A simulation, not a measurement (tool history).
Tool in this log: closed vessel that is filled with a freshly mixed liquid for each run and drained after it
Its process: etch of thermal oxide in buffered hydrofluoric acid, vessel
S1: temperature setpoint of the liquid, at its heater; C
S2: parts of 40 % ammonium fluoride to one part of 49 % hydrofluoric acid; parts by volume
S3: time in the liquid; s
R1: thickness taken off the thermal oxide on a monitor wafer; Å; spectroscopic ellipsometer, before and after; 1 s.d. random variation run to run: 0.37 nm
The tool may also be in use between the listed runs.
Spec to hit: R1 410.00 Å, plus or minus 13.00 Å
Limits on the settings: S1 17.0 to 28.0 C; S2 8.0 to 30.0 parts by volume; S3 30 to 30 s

run,hour,S1,S2,S3,R1
1,0.0,20.0,21.5,30,146.83
2,7.1,20.0,19.0,30,159.49
3,14.8,21.5,17.0,30,197.79
4,18.0,23.0,16.0,30,222.40
5,21.6,26.5,16.0,30,277.22
6,24.1,27.0,14.5,30,307.74
7,29.8,27.0,13.5,30,335.07
8,31.8,27.0,13.0,30,340.43
9,33.4,27.0,12.5,30,360.65
10,34.9,27.5,12.0,30,375.79

Next run, 4 choices. One meets every target within its allowed miss, the rest don't. Which?
A,36.4,27.0,13.0,30,?
B,36.4,23.5,10.5,30,?
C,36.4,25.5,10.0,30,?
D,36.4,20.5,8.5,30,?

move,R1
A,342.94
B,349.55
C,408.63
D,353.13
A: misses by more than the last run did
B: misses by more than the last run did
C: all results land within tolerance of their targets
D: misses by more than the last run did
C is the move that brings every result within its allowed miss.

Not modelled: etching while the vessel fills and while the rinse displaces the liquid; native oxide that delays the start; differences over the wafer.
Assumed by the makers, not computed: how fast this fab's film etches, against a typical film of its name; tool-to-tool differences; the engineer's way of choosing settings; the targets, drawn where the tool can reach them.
